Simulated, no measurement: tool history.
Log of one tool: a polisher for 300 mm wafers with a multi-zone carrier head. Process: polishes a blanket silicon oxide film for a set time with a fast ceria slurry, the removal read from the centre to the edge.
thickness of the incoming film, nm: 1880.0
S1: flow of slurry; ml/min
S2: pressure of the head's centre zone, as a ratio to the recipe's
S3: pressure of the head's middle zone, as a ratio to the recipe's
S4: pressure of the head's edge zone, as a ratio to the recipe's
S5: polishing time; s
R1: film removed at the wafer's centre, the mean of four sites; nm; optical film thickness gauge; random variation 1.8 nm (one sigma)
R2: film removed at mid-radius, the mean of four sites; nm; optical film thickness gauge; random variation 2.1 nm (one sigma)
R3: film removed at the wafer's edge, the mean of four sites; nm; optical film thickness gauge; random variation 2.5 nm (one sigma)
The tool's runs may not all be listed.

run	day	S1	S2	S3	S4	S5	R1	R2	R3
1	0.000	140	1.00	1.00	1.00	40	338.98	350.32	340.86
2	0.258	140	1.01	0.99	0.95	35	302.52	301.72	295.44
3	0.592	140	1.01	0.99	0.95	25	216.72	216.94	207.62
4	0.917	120	1.01	0.99	0.95	25	205.91	206.62	207.16
5	0.996	120	0.94	0.99	0.95	25	195.22	207.80	205.72
# day 1.317: slurry nozzle cleaned
6	1.317	120	0.94	0.94	0.95	25	203.67	207.25	214.26

Run 7 comes next. What will it give?
7	1.596	135	0.96	0.95	0.93	25	?	?	?

Run 7 gave R1 208.03 nm, R2 214.23 nm, R3 210.95 nm.
